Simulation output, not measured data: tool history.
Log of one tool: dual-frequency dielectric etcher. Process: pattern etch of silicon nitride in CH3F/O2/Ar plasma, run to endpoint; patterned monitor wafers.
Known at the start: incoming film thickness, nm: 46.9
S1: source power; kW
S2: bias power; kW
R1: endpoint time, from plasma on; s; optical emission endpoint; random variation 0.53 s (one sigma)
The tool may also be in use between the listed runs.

Run 1, hour 0.0: S1 0.330 kW, S2 0.088 kW. Result: R1 75.211 s.
Run 2, hour 6.9: S1 0.330 kW, S2 0.078 kW. Result: R1 78.777 s.
Run 3, hour 11.5: S1 0.340 kW, S2 0.079 kW. Result: R1 77.582 s.
Run 4, hour 13.8: S1 0.350 kW, S2 0.080 kW. Result: R1 75.239 s.
Run 5, hour 22.8: S1 0.350 kW, S2 0.090 kW. Result: R1 73.412 s.
Run 6, hour 29.1: S1 0.360 kW, S2 0.091 kW. Result: R1 73.094 s.
Run 7, hour 31.6: S1 0.370 kW, S2 0.092 kW. Result: R1 71.445 s.
Run 8, hour 36.5: S1 0.370 kW, S2 0.093 kW. Result: R1 72.390 s.

The next listed run, before its measurement:
Run 9, hour 43.5: S1 0.380 kW, S2 0.095 kW. Result: R1 ?.

R1: 69.986 s

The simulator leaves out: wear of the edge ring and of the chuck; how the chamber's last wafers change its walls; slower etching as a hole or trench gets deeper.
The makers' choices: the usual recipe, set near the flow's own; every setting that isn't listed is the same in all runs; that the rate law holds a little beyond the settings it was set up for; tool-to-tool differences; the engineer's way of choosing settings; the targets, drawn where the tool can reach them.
